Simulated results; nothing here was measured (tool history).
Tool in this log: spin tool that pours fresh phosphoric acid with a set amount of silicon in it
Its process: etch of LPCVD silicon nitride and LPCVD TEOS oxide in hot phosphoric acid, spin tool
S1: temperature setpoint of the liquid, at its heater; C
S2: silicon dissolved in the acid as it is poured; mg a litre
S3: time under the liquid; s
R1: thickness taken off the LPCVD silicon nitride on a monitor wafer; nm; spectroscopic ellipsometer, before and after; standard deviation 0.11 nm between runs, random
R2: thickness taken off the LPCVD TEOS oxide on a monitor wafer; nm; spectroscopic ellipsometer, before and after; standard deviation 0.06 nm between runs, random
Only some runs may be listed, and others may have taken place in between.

run 1 hour=0 | S1=160 S2=26 S3=180 | R1=13.727 R2=0.34421
run 2 hour=4.3 | S1=160 S2=26 S3=110 | R1=8.3747 R2=0.22222
run 3 hour=9.9 | S1=160 S2=32.5 S3=110 | R1=8.3918 R2=0.15611
run 4 hour=11.6 | S1=161.5 S2=32.5 S3=110 | R1=8.963 R2=0.19059
run 5 hour=18.7 | S1=162 S2=31.5 S3=125 | R1=10.206 R2=0.18986
run 6 hour=26.8 | S1=160.5 S2=31.5 S3=125 | R1=9.7632 R2=0.21055
run 7 hour=27.7 | S1=160.5 S2=31.5 S3=125 | R1=9.7223 R2=0.19265
run 8 hour=33.5 | S1=161 S2=30 S3=135 | R1=10.815 R2=0.24525
run 9 hour=36.1 | S1=161.5 S2=29 S3=145 | R1=11.787 R2=0.22974
run 10 hour=40.9 | S1=162 S2=26 S3=150 | R1=12.21 R2=0.33929
-- hour=44.1 dissolved silicon flow meter replaced
run 11 hour=44.1 | S1=162.5 S2=25.5 S3=160 | R1=13.473 R2=0.42383
run 12 hour=49.1 | S1=162.5 S2=25.5 S3=165 | R1=13.833 R2=0.44409

Forecast run 13:
run 13 hour=56.3 | S1=162.5 S2=25.5 S3=170 | R1=? R2=?

{"run 13": {"R1": 14.308, "R2": 0.46874}}
